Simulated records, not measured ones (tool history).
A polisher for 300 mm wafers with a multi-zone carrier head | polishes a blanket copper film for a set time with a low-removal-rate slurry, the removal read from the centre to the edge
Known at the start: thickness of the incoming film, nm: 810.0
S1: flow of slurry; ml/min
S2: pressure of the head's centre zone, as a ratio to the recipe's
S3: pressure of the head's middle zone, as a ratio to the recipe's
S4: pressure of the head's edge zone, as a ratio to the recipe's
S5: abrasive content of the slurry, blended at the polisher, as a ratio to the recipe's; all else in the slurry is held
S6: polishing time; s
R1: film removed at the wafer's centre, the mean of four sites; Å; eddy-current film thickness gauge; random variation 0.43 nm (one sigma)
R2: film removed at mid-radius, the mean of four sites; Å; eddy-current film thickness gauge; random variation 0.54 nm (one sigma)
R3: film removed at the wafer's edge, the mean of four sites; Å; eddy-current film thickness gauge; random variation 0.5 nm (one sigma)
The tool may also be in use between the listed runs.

run,hour,S1,S2,S3,S4,S5,S6,R1,R2,R3
1,0.0,225,1.00,1.00,1.00,1.00,44,632.71,645.29,635.77
2,6.0,225,1.08,1.00,1.00,1.00,44,688.80,654.37,640.80
3,6.8,225,1.08,0.95,1.00,1.00,44,686.77,612.67,630.92
4,9.0,225,1.08,0.95,1.00,1.00,36,557.91,498.46,510.25
5,17.5,220,1.05,0.94,0.99,0.95,36,545.75,488.47,511.45
6,20.4,165,1.05,0.94,0.99,0.95,36,521.86,484.74,497.67
7,23.3,160,1.03,0.94,0.98,0.90,36,496.55,476.52,489.09
8,27.3,160,1.02,0.94,0.97,0.85,36,489.03,468.65,468.68
9,28.0,145,0.92,0.86,0.98,0.65,35,395.70,400.87,453.61

Run 10 comes next. What will it give?
10,33.0,145,0.92,0.87,0.97,0.65,35,?,?,?

{"run 10": {"R1": 395.41, "R2": 393.2, "R3": 437.74}}
